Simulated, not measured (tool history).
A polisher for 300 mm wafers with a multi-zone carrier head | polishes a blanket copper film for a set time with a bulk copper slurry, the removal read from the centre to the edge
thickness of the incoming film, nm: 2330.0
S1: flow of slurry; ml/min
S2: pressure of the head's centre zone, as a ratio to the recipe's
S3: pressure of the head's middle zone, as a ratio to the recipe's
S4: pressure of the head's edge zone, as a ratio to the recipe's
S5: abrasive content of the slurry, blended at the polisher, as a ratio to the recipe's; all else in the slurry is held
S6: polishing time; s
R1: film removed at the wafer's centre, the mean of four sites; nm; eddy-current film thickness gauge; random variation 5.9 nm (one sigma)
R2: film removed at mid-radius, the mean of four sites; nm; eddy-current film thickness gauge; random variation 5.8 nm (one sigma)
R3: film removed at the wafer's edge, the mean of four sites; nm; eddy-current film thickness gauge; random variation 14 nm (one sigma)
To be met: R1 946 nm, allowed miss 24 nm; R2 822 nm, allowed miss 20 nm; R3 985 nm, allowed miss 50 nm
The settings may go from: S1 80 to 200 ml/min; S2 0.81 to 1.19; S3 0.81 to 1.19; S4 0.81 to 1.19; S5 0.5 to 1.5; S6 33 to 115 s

Run 1, hour 0: S1 130 ml/min, S2 1, S3 1, S4 1, S5 1, S6 73 s. Result: R1 838.36 nm, R2 838.41 nm, R3 840.73 nm.
Run 2, hour 2: S1 130 ml/min, S2 1, S3 1.08, S4 1, S5 1, S6 73 s. Result: R1 847.23 nm, R2 891.29 nm, R3 859.72 nm.
Run 3, hour 4.1: S1 130 ml/min, S2 1, S3 1.13, S4 1, S5 1, S6 73 s. Result: R1 852.78 nm, R2 922.81 nm, R3 843.11 nm.
Run 4, hour 10.6: S1 130 ml/min, S2 1, S3 1.13, S4 1, S5 1, S6 86 s. Result: R1 1004.9 nm, R2 1071.9 nm, R3 1004.4 nm.
Run 5, hour 14.8: S1 120 ml/min, S2 1.01, S3 1.08, S4 1.01, S5 1, S6 86 s. Result: R1 998.11 nm, R2 1033.4 nm, R3 996.7 nm.
Run 6, hour 21.5: S1 100 ml/min, S2 1.01, S3 1.08, S4 1.01, S5 1, S6 86 s. Result: R1 959.7 nm, R2 998.76 nm, R3 969.16 nm.
Run 7, hour 26.9: S1 95 ml/min, S2 1.02, S3 1.04, S4 1.03, S5 1, S6 86 s. Result: R1 962.48 nm, R2 966.6 nm, R3 948 nm.
Run 8, hour 32.3: S1 80 ml/min, S2 0.99, S3 0.94, S4 1.13, S5 1.15, S6 87 s. Result: R1 930.53 nm, R2 898.47 nm, R3 1064 nm.
Run 9, hour 36.9: S1 80 ml/min, S2 1, S3 0.92, S4 1.12, S5 1.15, S6 87 s. Result: R1 935.83 nm, R2 889.35 nm, R3 1028.5 nm.
Run 10, hour 41.2: S1 80 ml/min, S2 1.03, S3 0.82, S4 1.13, S5 1.1, S6 87 s. Result: R1 957.48 nm, R2 809.93 nm, R3 1038 nm.

Which of these 4 next moves meets every target?
Run A, hour 45.5: S1 90 ml/min, S2 1.02, S3 0.9, S4 1.08, S5 1.1, S6 85 s. Result: R1 ?, R2 ?, R3 ?.
Run B, hour 45.5: S1 80 ml/min, S2 1.1, S3 0.84, S4 1.1, S5 1.1, S6 82 s. Result: R1 ?, R2 ?, R3 ?.
Run C, hour 45.5: S1 115 ml/min, S2 1.08, S3 0.91, S4 0.99, S5 0.9, S6 79 s. Result: R1 ?, R2 ?, R3 ?.
Run D, hour 45.5: S1 100 ml/min, S2 1.03, S3 0.86, S4 1.1, S5 0.8, S6 88 s. Result: R1 ?, R2 ?, R3 ?.

move      R1      R2      R3
   A  954.76  872.66    1020
   B  969.19  783.64   979.6
   C  945.75  817.43  896.22
   D  953.47  832.88    1010
A: brings the result that was furthest off to its target, and leaves another outside
B: brings the result that was furthest off to its target, and leaves another outside
C: takes the result that was furthest off past its target
D: meets every target
The right move is D.

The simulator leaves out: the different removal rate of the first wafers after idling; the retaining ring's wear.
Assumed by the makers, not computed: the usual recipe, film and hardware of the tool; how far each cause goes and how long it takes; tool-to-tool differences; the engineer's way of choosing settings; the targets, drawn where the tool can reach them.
